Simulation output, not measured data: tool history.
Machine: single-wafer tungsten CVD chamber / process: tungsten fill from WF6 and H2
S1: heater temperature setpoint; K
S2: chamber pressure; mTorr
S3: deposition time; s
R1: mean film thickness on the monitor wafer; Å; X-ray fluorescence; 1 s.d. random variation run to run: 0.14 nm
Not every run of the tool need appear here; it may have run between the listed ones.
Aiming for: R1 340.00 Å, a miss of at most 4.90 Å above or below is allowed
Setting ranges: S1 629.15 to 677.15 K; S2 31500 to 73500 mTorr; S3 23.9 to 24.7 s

run 1 hour=0.0 | S1=653.15 S2=52500 S3=23.9 | R1=613.01
run 2 hour=3.1 | S1=646.15 S2=52500 S3=23.9 | R1=525.35
run 3 hour=9.9 | S1=646.15 S2=47600 S3=23.9 | R1=502.41
run 4 hour=11.7 | S1=641.15 S2=46800 S3=23.9 | R1=439.77
run 5 hour=12.5 | S1=638.15 S2=46700 S3=23.9 | R1=408.14
run 6 hour=19.1 | S1=638.15 S2=46700 S3=24.7 | R1=418.52
run 7 hour=20.9 | S1=636.15 S2=46700 S3=24.7 | R1=400.32
run 8 hour=24.3 | S1=634.15 S2=46700 S3=24.7 | R1=381.32
run 9 hour=25.6 | S1=629.15 S2=45500 S3=24.7 | R1=331.32

Below are 5 possible settings for the next run. Only one of them brings all results inside the allowed miss of their targets. Which is it?
run A hour=26.9 | S1=631.15 S2=46300 S3=24.7 | R1=?
run B hour=26.9 | S1=631.15 S2=48900 S3=23.9 | R1=?
run C hour=26.9 | S1=629.15 S2=44500 S3=23.9 | R1=?
run D hour=26.9 | S1=630.15 S2=47300 S3=24.1 | R1=?
run E hour=26.9 | S1=629.15 S2=41900 S3=24.7 | R1=?

move=A R1=352.41
move=B R1=349.21
move=C R1=318.38
move=D R1=338.30
move=E R1=320.49
A: pushes the last run's worst result past its target
B: pushes the last run's worst result past its target
C: moves away from the targets compared with the last run
D: all results land within tolerance of their targets
E: moves away from the targets compared with the last run
Correct choice: D, which meets every target
